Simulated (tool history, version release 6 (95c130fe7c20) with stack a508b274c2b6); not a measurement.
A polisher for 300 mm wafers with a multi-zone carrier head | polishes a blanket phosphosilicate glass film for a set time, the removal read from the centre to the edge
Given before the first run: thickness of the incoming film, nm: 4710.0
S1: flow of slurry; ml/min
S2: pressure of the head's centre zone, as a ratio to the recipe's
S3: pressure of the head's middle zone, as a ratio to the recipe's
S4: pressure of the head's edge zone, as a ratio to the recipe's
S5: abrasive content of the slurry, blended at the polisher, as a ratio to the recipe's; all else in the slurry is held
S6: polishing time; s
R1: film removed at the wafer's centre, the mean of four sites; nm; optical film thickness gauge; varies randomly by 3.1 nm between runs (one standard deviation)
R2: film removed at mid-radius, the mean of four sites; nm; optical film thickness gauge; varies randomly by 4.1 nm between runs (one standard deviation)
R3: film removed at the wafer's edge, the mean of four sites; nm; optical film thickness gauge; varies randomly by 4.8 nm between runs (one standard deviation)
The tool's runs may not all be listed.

run  hour   S1    S2    S3    S4    S5  S6      R1      R2      R3
  1   0.0  250  1.00  1.00  1.00  1.00  61  436.49  422.96  458.84
  2   6.3  250  1.00  1.00  0.95  1.00  61  436.29  435.75  436.62
  3  11.3  250  1.00  1.00  0.90  1.00  61  437.03  428.89  422.13
  4  17.6  210  1.00  1.00  0.90  1.00  61  421.92  420.52  424.20
  5  22.4  210  1.00  1.00  0.84  1.00  61  420.86  412.68  408.49
  6  28.7  220  0.97  0.97  0.85  0.85  60  383.71  379.94  369.78
  7  29.9  170  0.87  0.87  0.95  0.65  58  285.86  289.44  331.13

Estimate the outcome of run 8 from the log above:
  8  31.7  180  0.88  0.89  0.94  0.65  58   ?   ?   ?

Run 8 produced R1 291.65 nm, R2 295.63 nm, R3 329.36 nm.

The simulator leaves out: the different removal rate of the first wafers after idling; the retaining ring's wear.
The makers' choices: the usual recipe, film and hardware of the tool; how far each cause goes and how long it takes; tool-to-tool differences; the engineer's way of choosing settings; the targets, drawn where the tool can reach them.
